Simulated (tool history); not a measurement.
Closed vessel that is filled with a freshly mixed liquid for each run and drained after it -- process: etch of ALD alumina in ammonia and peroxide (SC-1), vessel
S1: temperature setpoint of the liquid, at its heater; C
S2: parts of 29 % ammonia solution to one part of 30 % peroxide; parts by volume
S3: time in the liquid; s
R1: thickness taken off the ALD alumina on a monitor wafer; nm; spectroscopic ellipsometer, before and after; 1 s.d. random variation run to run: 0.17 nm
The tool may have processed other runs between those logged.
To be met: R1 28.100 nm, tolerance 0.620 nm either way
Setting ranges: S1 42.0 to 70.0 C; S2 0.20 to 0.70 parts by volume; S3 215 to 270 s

run 1 hour=0.0 | S1=58.0 S2=0.40 S3=270 | R1=14.205
run 2 hour=7.4 | S1=61.5 S2=0.45 S3=270 | R1=17.388
run 3 hour=14.7 | S1=61.5 S2=0.30 S3=270 | R1=16.606
run 4 hour=17.0 | S1=64.0 S2=0.40 S3=270 | R1=19.607
run 5 hour=25.6 | S1=64.0 S2=0.35 S3=270 | R1=19.346
run 6 hour=30.5 | S1=64.0 S2=0.30 S3=270 | R1=19.036
run 7 hour=36.6 | S1=66.0 S2=0.35 S3=270 | R1=21.444
run 8 hour=43.0 | S1=67.0 S2=0.40 S3=270 | R1=22.793
run 9 hour=49.4 | S1=68.0 S2=0.45 S3=270 | R1=24.304
run 10 hour=54.1 | S1=68.5 S2=0.50 S3=270 | R1=25.107
-- hour=61.4 thermometer replaced
run 11 hour=61.4 | S1=69.0 S2=0.55 S3=270 | R1=28.971

Exercise: of the 5 proposed moves below, exactly one satisfies all targets within the stated allowed misses. Which move is it?
run A hour=68.7 | S1=69.0 S2=0.60 S3=260 | R1=?
run B hour=68.7 | S1=70.0 S2=0.60 S3=270 | R1=?
run C hour=68.7 | S1=69.5 S2=0.55 S3=245 | R1=?
run D hour=68.7 | S1=70.0 S2=0.55 S3=265 | R1=?
run E hour=68.7 | S1=70.0 S2=0.40 S3=270 | R1=?

move=A R1=27.893
move=B R1=30.395
move=C R1=26.705
move=D R1=29.588
move=E R1=29.254
A: hits every target within its allowed miss
B: its largest miss is bigger than the last run's
C: takes the biggest miss from the last run beyond its target
D: its largest miss is bigger than the last run's
E: its largest miss is bigger than the last run's
Answer: A
